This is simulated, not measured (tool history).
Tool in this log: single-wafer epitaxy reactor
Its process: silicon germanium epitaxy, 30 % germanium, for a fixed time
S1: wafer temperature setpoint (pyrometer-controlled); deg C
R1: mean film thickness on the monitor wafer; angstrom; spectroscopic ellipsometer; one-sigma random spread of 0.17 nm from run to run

{"run": 1, "hour": 0.0, "S1": 595, "chamber pressure (Torr)": 14.3, "R1": 436.51}
{"run": 2, "hour": 4.2, "S1": 591, "chamber pressure (Torr)": 14.3, "R1": 411.83}
{"run": 3, "hour": 11.8, "S1": 590, "chamber pressure (Torr)": 14.3, "R1": 403.87}
{"run": 4, "hour": 14.4, "S1": 589, "chamber pressure (Torr)": 14.3, "R1": 397.2}
{"run": 5, "hour": 22.2, "S1": 588, "chamber pressure (Torr)": 14.3, "R1": 393.11}
{"run": 6, "hour": 29.0, "S1": 592, "chamber pressure (Torr)": 14.3, "R1": 417.63}
{"hour": 31.9, "done": "pyrometer calibrated"}
{"run": 7, "hour": 31.9, "S1": 591, "chamber pressure (Torr)": 14.3, "R1": 437.04}
{"run": 8, "hour": 35.4, "S1": 590, "chamber pressure (Torr)": 14.3, "R1": 434.31}
{"run": 9, "hour": 40.8, "S1": 588, "chamber pressure (Torr)": 14.0, "R1": 413.78}
{"run": 10, "hour": 49.5, "S1": 586, "chamber pressure (Torr)": 14.3, "R1": 405.66}
{"run": 11, "hour": 51.4, "S1": 584, "chamber pressure (Torr)": 14.0, "R1": 387.5}
{"run": 12, "hour": 58.7, "S1": 583, "chamber pressure (Torr)": 13.9, "R1": 380.02}
{"run": 13, "hour": 63.3, "S1": 582, "chamber pressure (Torr)": 13.9, "R1": 374.37}

Estimate the outcome of run 14 from the log above:
{"run": 14, "hour": 69.2, "S1": 581, "chamber pressure (Torr)": 13.9, "R1": "?"}

Run 14 produced R1 369.00 angstrom.
